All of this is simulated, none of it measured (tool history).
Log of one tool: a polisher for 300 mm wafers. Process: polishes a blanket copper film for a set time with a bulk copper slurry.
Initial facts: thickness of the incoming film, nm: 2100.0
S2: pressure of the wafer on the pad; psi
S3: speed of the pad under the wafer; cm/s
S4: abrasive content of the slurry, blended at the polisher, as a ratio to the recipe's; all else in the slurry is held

{"run": 1, "hour": 0.0, "flow of slurry (ml/min)": 185, "S2": 3.0, "S3": 100, "S4": 1.0, "polishing time (s)": 67, "film removed (Å)": 4981.0}
{"run": 2, "hour": 2.5, "flow of slurry (ml/min)": 180, "S2": 2.6, "S3": 100, "S4": 1.0, "polishing time (s)": 67, "film removed (Å)": 4480.6}
{"run": 3, "hour": 8.1, "flow of slurry (ml/min)": 180, "S2": 2.6, "S3": 100, "S4": 1.1, "polishing time (s)": 67, "film removed (Å)": 4537.2}
{"run": 4, "hour": 9.0, "flow of slurry (ml/min)": 180, "S2": 2.6, "S3": 100, "S4": 0.95, "polishing time (s)": 67, "film removed (Å)": 4334.2}
{"run": 5, "hour": 13.6, "flow of slurry (ml/min)": 220, "S2": 2.6, "S3": 100, "S4": 0.95, "polishing time (s)": 67, "film removed (Å)": 4503.7}
{"hour": 22.5, "done": "slurry blender recalibrated"}
{"run": 6, "hour": 22.5, "flow of slurry (ml/min)": 215, "S2": 2.2, "S3": 100, "S4": 0.95, "polishing time (s)": 67, "film removed (Å)": 4016.4}
{"run": 7, "hour": 29.0, "flow of slurry (ml/min)": 205, "S2": 1.4, "S3": 98, "S4": 0.95, "polishing time (s)": 67, "film removed (Å)": 2560.4}
{"run": 8, "hour": 36.4, "flow of slurry (ml/min)": 225, "S2": 1.5, "S3": 98, "S4": 0.95, "polishing time (s)": 67, "film removed (Å)": 2838.8}

What does the tool deliver on the next run?
{"run": 9, "hour": 41.3, "flow of slurry (ml/min)": 235, "S2": 1.5, "S3": 98, "S4": 0.95, "polishing time (s)": 67, "film removed (Å)": "?"}

{"run 9": {"film removed (Å)": 2801.5}}
